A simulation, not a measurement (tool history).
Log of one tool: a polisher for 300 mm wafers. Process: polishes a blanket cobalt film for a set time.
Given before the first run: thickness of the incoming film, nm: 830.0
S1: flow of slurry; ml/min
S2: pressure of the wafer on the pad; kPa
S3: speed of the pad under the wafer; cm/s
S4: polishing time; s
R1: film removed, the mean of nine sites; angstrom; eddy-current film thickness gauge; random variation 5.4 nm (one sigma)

run  hour   S1    S2   S3  S4      R1
  1     0  160  12.4  108  58  2777.4
  2   7.8  160  13.1  108  58  2966.4
  3  13.4  195  13.1  108  58    2993
  4  17.5  235  13.1  108  58  3021.4
  5  20.2  215  13.1  108  58  2989.3
  6  25.8  215    11  108  58    2536
  7  28.5  215  11.7  108  58  2627.2

Run 8 is up next; what results do you expect?
  8    34  215  12.4  108  58   ?

R1: 2845.4 angstrom
